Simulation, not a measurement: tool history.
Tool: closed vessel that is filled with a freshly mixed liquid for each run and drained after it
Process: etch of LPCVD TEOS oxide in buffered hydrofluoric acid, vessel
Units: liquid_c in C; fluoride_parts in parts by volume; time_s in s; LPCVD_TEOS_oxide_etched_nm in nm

Run 1, hour 0: liquid_c 21 C, fluoride_parts 21.5 parts by volume, time_s 95 s. Result: LPCVD_TEOS_oxide_etched_nm 225.57 nm.
Run 2, hour 4.8: liquid_c 22.5 C, fluoride_parts 21.5 parts by volume, time_s 95 s. Result: LPCVD_TEOS_oxide_etched_nm 239.05 nm.
Run 3, hour 13: liquid_c 24 C, fluoride_parts 21 parts by volume, time_s 95 s. Result: LPCVD_TEOS_oxide_etched_nm 267.31 nm.
Run 4, hour 21.5: liquid_c 25 C, fluoride_parts 21 parts by volume, time_s 95 s. Result: LPCVD_TEOS_oxide_etched_nm 280.13 nm.
Run 5, hour 26.8: liquid_c 25.5 C, fluoride_parts 21 parts by volume, time_s 95 s. Result: LPCVD_TEOS_oxide_etched_nm 289.34 nm.
Run 6, hour 31.7: liquid_c 25.5 C, fluoride_parts 21 parts by volume, time_s 95 s. Result: LPCVD_TEOS_oxide_etched_nm 291.48 nm.
Run 7, hour 32.7: liquid_c 26 C, fluoride_parts 21 parts by volume, time_s 95 s. Result: LPCVD_TEOS_oxide_etched_nm 299.07 nm.
At hour 33.3: thermometer replaced.
Run 8, hour 33.3: liquid_c 26.5 C, fluoride_parts 21 parts by volume, time_s 95 s. Result: LPCVD_TEOS_oxide_etched_nm 275.49 nm.
Run 9, hour 39.5: liquid_c 26.5 C, fluoride_parts 21 parts by volume, time_s 95 s. Result: LPCVD_TEOS_oxide_etched_nm 274.29 nm.
Run 10, hour 44.8: liquid_c 27 C, fluoride_parts 20.5 parts by volume, time_s 95 s. Result: LPCVD_TEOS_oxide_etched_nm 283.77 nm.

Forecast run 11:
Run 11, hour 50.5: liquid_c 27.5 C, fluoride_parts 19.5 parts by volume, time_s 95 s. Result: LPCVD_TEOS_oxide_etched_nm ?.

Run 11 gave LPCVD_TEOS_oxide_etched_nm 305.52 nm.
